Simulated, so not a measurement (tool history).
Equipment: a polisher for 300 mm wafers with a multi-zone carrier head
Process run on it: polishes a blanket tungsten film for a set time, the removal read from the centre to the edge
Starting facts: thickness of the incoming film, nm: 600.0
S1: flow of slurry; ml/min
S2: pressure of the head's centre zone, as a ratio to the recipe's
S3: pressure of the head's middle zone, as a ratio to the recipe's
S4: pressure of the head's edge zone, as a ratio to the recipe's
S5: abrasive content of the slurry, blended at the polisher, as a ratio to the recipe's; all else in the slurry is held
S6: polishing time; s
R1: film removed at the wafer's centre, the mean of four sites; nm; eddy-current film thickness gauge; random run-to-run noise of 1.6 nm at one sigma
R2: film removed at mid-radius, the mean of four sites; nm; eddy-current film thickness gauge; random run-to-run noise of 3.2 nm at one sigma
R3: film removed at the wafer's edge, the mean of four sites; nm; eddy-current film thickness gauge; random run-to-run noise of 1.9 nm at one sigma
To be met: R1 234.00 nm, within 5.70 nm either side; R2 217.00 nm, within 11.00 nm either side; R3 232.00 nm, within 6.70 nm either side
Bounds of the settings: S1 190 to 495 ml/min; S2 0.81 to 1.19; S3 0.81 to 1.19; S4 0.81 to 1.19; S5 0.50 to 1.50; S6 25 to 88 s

run,hour,S1,S2,S3,S4,S5,S6,R1,R2,R3
1,0.0,320,1.00,1.00,1.00,1.00,56,178.07,179.67,180.59
2,1.7,320,1.01,1.00,1.02,1.05,56,178.72,179.63,183.65
3,3.6,320,1.09,1.00,1.02,1.05,56,192.84,182.26,180.09
4,9.6,320,1.09,1.08,1.02,1.05,56,195.06,191.84,181.84
5,13.2,320,1.09,1.08,1.02,1.15,56,198.44,195.42,185.54
6,16.4,325,1.09,1.07,1.04,1.20,57,203.26,200.71,194.94
7,23.3,365,1.18,1.05,1.14,1.45,58,235.38,212.27,213.76
8,25.8,365,1.17,1.04,1.15,1.45,58,233.47,207.40,214.68
9,33.5,365,1.16,1.04,1.16,1.45,58,232.09,203.98,216.39
10,39.8,365,1.15,1.05,1.16,1.45,58,230.06,214.17,218.88
11,44.7,365,1.14,1.03,1.18,1.50,59,235.01,214.41,224.59
12,48.3,365,1.13,1.03,1.18,1.50,59,230.09,213.90,222.16
13,52.2,375,1.11,1.00,1.19,1.50,62,238.07,219.40,232.87

Of the 4 settings listed for the next run, only one would bring every result within its allowed miss of target. Which one?
A,56.1,330,1.07,0.99,1.11,1.50,64,?,?,?
B,56.1,430,1.15,1.07,1.15,1.50,62,?,?,?
C,56.1,410,1.19,1.00,1.18,1.30,62,?,?,?
D,56.1,385,1.14,0.96,1.19,1.50,63,?,?,?

move,R1,R2,R3
A,234.04,223.86,234.24
B,249.74,236.50,233.42
C,249.41,215.60,227.98
D,249.10,217.47,239.08
A: each result inside its tolerance
B: its largest miss is bigger than the last run's
C: its largest miss is bigger than the last run's
D: its largest miss is bigger than the last run's
The right move is A.

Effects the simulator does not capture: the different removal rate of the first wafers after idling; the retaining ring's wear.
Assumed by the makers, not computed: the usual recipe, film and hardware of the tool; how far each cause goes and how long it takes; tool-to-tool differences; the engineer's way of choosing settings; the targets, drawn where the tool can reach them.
